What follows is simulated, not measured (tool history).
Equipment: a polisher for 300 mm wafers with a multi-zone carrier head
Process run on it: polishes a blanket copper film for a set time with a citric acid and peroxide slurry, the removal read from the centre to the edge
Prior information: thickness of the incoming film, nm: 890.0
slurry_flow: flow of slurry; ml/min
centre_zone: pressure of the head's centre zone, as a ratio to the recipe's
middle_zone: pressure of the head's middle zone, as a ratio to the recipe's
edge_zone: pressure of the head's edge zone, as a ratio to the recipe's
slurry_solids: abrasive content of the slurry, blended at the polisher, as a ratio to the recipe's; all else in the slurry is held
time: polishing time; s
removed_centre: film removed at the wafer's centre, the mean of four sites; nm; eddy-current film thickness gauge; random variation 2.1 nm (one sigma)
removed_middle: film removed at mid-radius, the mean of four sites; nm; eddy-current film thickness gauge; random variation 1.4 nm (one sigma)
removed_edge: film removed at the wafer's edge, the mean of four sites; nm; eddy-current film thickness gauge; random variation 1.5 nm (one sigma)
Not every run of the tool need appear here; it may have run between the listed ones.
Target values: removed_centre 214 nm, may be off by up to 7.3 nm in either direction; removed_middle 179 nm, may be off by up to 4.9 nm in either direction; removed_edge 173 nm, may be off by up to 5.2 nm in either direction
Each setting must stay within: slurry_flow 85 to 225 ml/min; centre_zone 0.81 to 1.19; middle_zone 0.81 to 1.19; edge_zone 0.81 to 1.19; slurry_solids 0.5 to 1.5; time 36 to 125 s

run	hour	slurry_flow	centre_zone	middle_zone	edge_zone	slurry_solids	time	removed_centre	removed_middle	removed_edge
1	0	145	1	1	1	1	80	130.68	123.83	129.06
2	3.4	130	1	1	1	1	80	126.55	123.41	126.42
3	8.5	145	1	1	1	1	80	130.25	123.52	129.6
4	10.7	145	1	1.03	1	1	80	130.31	125.79	130.49
5	15.9	145	1	1.03	1	0.95	80	128.99	126.98	128.17
6	22.5	170	1	1.03	1	0.95	80	131.76	129.13	130.38
7	31.1	175	1.02	1.04	1	1	81	140.5	133.68	130.3
8	35.8	175	1.11	1.04	1.1	1.25	101	198.52	172.76	183.76

Which of these 5 next moves meets every target?
A	40.5	175	1.19	1.07	1.01	1.2	101	?	?	?
B	40.5	195	1.19	1	1.08	1.15	102	?	?	?
C	40.5	145	1.12	0.88	1.13	1.2	112	?	?	?
D	40.5	160	1.16	0.99	1.07	1.35	103	?	?	?
E	40.5	185	1.08	0.99	1.13	1.1	110	?	?	?

move	removed_centre	removed_middle	removed_edge
A	210.47	178.26	175.36
B	214.36	171.18	183.76
C	211.94	162.76	201.71
D	210.8	171.9	186.72
E	206.1	180.19	199.93
A: hits every target within its allowed miss
B: meets the target for the result that was furthest off, but another lies outside its allowed miss
C: meets the target for the result that was furthest off, but another lies outside its allowed miss
D: meets the target for the result that was furthest off, but another lies outside its allowed miss
E: its largest miss is bigger than the last run's
The right move is A.

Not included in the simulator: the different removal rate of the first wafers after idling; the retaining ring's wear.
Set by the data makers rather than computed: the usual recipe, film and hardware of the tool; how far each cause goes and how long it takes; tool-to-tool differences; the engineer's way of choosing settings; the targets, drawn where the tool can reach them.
